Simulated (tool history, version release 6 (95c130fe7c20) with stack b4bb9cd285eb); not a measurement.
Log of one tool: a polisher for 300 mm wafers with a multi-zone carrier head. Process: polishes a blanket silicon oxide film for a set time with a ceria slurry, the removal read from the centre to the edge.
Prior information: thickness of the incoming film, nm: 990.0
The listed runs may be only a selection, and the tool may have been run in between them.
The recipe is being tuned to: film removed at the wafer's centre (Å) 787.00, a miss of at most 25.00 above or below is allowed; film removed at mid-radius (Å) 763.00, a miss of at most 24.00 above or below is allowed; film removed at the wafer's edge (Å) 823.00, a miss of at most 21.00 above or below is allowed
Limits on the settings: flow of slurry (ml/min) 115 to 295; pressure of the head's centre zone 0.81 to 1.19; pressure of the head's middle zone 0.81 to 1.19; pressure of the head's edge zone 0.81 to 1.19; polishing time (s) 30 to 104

run	hour	flow of slurry (ml/min)	pressure of the head's centre zone	pressure of the head's middle zone	pressure of the head's edge zone	polishing time (s)	film removed at the wafer's centre (Å)	film removed at mid-radius (Å)	film removed at the wafer's edge (Å)
1	0.0	190	1.00	1.00	1.00	67	1599.20	1526.50	1558.50
2	6.8	180	0.97	0.97	0.96	57	1290.40	1265.50	1320.60
3	8.8	170	0.97	0.95	0.93	50	1131.40	1093.70	1118.70
4	11.9	215	0.97	0.95	0.93	50	1167.30	1105.30	1149.90
5	19.6	215	0.97	0.95	0.93	59	1362.70	1317.40	1346.80
6	23.5	205	0.95	0.92	0.91	52	1176.30	1112.00	1161.90
7	27.8	195	0.92	0.89	0.88	48	1070.00	995.76	1069.50
8	29.3	185	0.90	0.88	0.86	45	965.55	913.37	977.21
9	37.9	175	0.89	0.87	0.85	43	896.69	860.60	927.66

Next run, 5 choices. One meets every target within its allowed miss, the rest don't. Which?
A	46.5	160	0.87	0.93	0.81	39	?	?	?
B	46.5	270	0.85	0.89	0.81	38	?	?	?
C	46.5	180	0.92	0.92	0.82	36	?	?	?
D	46.5	125	0.86	1.03	0.81	37	?	?	?
E	46.5	145	0.89	0.87	0.85	39	?	?	?

move	film removed at the wafer's centre (Å)	film removed at mid-radius (Å)	film removed at the wafer's edge (Å)
A	782.84	818.61	815.84
B	789.81	810.59	826.86
C	775.44	758.25	764.30
D	711.85	823.01	757.53
E	790.86	765.97	827.42
A: corrects the largest miss of the last run, while another result sits out of spec
B: corrects the largest miss of the last run, while another result sits out of spec
C: pushes the last run's worst result past its target
D: pushes the last run's worst result past its target
E: every result within its allowed miss
Move E is the one to make.
